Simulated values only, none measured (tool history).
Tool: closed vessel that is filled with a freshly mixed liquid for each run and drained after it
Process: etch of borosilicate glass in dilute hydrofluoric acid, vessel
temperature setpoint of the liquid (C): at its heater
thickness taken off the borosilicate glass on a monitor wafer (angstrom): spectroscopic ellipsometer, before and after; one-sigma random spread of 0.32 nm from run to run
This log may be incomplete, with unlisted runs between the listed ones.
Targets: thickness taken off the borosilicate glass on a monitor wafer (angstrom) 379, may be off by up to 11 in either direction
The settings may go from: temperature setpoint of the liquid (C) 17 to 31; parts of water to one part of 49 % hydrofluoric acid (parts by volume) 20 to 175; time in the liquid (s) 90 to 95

run  hour  temperature setpoint of the liquid (C)  parts of water to one part of 49 % hydrofluoric acid (parts by volume)  time in the liquid (s)  thickness taken off the borosilicate glass on a monitor wafer (angstrom)
  1     0                                      23                                                                      95                      90                                                                    294.79
  2     4                                      24                                                                      95                      90                                                                    309.04
  3   7.9                                    24.5                                                                      95                      90                                                                    315.17
  4  11.5                                    24.5                                                                      65                      90                                                                    486.98
  5  13.8                                    21.5                                                                      65                      90                                                                     421.1
  6  18.7                                    21.5                                                                      95                      90                                                                    279.63
  7    20                                    22.5                                                                      95                      90                                                                    290.45
  8  23.9                                    26.5                                                                      90                      90                                                                    360.68

Pick the move, out of 4, that brings all results within their allowed miss; only one does.
  A  27.8                                      27                                                                      95                      90                                                                         ?
  B  27.8                                    20.5                                                                      70                      95                                                                         ?
  C  27.8                                    27.5                                                                     100                      95                                                                         ?
  D  27.8                                      26                                                                      90                      95                                                                         ?

move  thickness taken off the borosilicate glass on a monitor wafer (angstrom)
   A                                                                     347.1
   B                                                                    395.06
   C                                                                    352.48
   D                                                                    374.43
A: lands further from the targets than the last run did
B: takes the result that was furthest off past its target
C: lands further from the targets than the last run did
D: in spec on every target
Go with D: it meets all targets.
